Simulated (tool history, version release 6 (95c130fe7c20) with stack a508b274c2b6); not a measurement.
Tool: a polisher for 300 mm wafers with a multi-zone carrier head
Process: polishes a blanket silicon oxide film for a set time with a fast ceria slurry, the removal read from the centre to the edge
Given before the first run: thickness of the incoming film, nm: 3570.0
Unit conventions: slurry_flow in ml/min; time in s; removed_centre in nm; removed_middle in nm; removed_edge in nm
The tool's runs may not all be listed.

| run | hour | slurry_flow | centre_zone | middle_zone | edge_zone | time | removed_centre | removed_middle | removed_edge |
|---|---|---|---|---|---|---|---|---|---|
| 1 | 0 | 135 | 1 | 1 | 1 | 34 | 345.3 | 349.27 | 366.88 |
| 2 | 4.6 | 155 | 1 | 1 | 1 | 34 | 363.5 | 365.08 | 373.09 |
| 3 | 5.7 | 155 | 1.05 | 1 | 1 | 34 | 387.81 | 364.65 | 375.16 |
| 4 | 12.2 | 155 | 1.05 | 1 | 0.95 | 34 | 385.79 | 363.54 | 366.17 |
| 5 | 16.3 | 155 | 1.05 | 1.04 | 0.95 | 34 | 381.85 | 370.65 | 369.02 |
| 6 | 23.9 | 155 | 0.97 | 1.04 | 0.95 | 34 | 358.37 | 374.4 | 366.53 |
| 7 | 29.1 | 155 | 0.97 | 1.04 | 0.95 | 34 | 353.43 | 375.06 | 362.83 |

Expected results for the next run?
| 8 | 33.2 | 155 | 0.97 | 1.04 | 0.95 | 34 | ? | ? | ? |

{"run 8": {"removed_centre": 358.2, "removed_middle": 374.73, "removed_edge": 360.54}}
